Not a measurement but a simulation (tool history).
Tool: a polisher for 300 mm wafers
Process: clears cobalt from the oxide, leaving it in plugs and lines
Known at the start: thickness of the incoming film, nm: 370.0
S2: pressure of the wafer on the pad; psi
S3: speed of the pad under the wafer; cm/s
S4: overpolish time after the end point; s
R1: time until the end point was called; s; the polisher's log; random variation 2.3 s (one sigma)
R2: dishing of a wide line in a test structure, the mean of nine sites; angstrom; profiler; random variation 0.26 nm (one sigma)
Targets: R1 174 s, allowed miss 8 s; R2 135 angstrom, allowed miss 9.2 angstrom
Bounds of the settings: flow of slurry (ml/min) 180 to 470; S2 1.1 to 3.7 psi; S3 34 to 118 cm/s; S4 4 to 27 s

run 1 day=0 | flow_of_slurry_(ml/min)=300 S2=2.4 S3=76 S4=14 | R1=98.061 R2=349.2
run 2 day=0.167 | flow_of_slurry_(ml/min)=300 S2=2.2 S3=74 S4=13 | R1=109.27 R2=295.1
run 3 day=0.258 | flow_of_slurry_(ml/min)=300 S2=2.2 S3=80 S4=13 | R1=104.83 R2=308.07
run 4 day=0.512 | flow_of_slurry_(ml/min)=300 S2=2.2 S3=68 S4=13 | R1=115.07 R2=309.19
run 5 day=0.571 | flow_of_slurry_(ml/min)=300 S2=2.6 S3=68 S4=13 | R1=97.641 R2=324.6
run 6 day=0.925 | flow_of_slurry_(ml/min)=285 S2=2.4 S3=70 S4=12 | R1=103.09 R2=307.67
run 7 day=1.246 | flow_of_slurry_(ml/min)=310 S2=2.2 S3=70 S4=11 | R1=113.66 R2=264.78
run 8 day=1.438 | flow_of_slurry_(ml/min)=315 S2=2.1 S3=70 S4=10 | R1=115.06 R2=248.53
run 9 day=1.612 | flow_of_slurry_(ml/min)=320 S2=2 S3=70 S4=9 | R1=121.24 R2=221.43
run 10 day=1.8 | flow_of_slurry_(ml/min)=320 S2=1.9 S3=70 S4=8 | R1=129.37 R2=188.84
run 11 day=1.967 | flow_of_slurry_(ml/min)=320 S2=1.8 S3=70 S4=8 | R1=135.84 R2=184.6
run 12 day=2.046 | flow_of_slurry_(ml/min)=320 S2=1.7 S3=70 S4=8 | R1=144.1 R2=182.71
run 13 day=2.304 | flow_of_slurry_(ml/min)=320 S2=1.6 S3=70 S4=8 | R1=153.62 R2=169.49
run 14 day=2.529 | flow_of_slurry_(ml/min)=320 S2=1.6 S3=70 S4=8 | R1=152.64 R2=176.44
run 15 day=2.825 | flow_of_slurry_(ml/min)=315 S2=1.4 S3=70 S4=6 | R1=173.03 R2=121.73
run 16 day=3.196 | flow_of_slurry_(ml/min)=320 S2=1.4 S3=70 S4=6 | R1=167.61 R2=118.51
run 17 day=3.308 | flow_of_slurry_(ml/min)=325 S2=1.4 S3=70 S4=6 | R1=170.43 R2=119.79

4 next moves are on the table. One of them brings every result within its allowed miss. Which?
run A day=3.421 | flow_of_slurry_(ml/min)=335 S2=1.4 S3=82 S4=8 | R1=? R2=?
run B day=3.421 | flow_of_slurry_(ml/min)=325 S2=1.3 S3=64 S4=8 | R1=? R2=?
run C day=3.421 | flow_of_slurry_(ml/min)=315 S2=1.6 S3=56 S4=7 | R1=? R2=?
run D day=3.421 | flow_of_slurry_(ml/min)=335 S2=1.5 S3=58 S4=9 | R1=? R2=?

move=A R1=154.18 R2=165.09
move=B R1=191.87 R2=137.82
move=C R1=169.78 R2=136.42
move=D R1=176.27 R2=163.05
A: takes the result that was furthest off past its target
B: brings the result that was furthest off to its target, and leaves another outside
C: meets every target
D: takes the result that was furthest off past its target
Move C is the one to make.
